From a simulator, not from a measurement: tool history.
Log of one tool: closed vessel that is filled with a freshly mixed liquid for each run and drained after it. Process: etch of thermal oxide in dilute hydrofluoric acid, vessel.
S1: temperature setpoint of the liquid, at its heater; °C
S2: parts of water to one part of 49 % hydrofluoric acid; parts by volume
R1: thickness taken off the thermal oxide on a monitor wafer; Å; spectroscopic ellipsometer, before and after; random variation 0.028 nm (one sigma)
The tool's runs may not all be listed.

run 1 day=0.000 | S1=25.0 S2=60 time_in_the_liquid_(s)=30 | R1=25.184
run 2 day=0.304 | S1=23.0 S2=60 time_in_the_liquid_(s)=30 | R1=23.481
run 3 day=0.671 | S1=23.0 S2=80 time_in_the_liquid_(s)=30 | R1=16.968
run 4 day=0.771 | S1=25.5 S2=70 time_in_the_liquid_(s)=30 | R1=21.781
run 5 day=0.938 | S1=25.5 S2=85 time_in_the_liquid_(s)=30 | R1=17.800
run 6 day=1.033 | S1=27.0 S2=85 time_in_the_liquid_(s)=30 | R1=18.919
run 7 day=1.271 | S1=28.5 S2=75 time_in_the_liquid_(s)=30 | R1=22.636
run 8 day=1.375 | S1=29.5 S2=65 time_in_the_liquid_(s)=30 | R1=27.812

Forecast run 9:
run 9 day=1.417 | S1=33.0 S2=45 time_in_the_liquid_(s)=30 | R1=?

R1: 46.861 Å
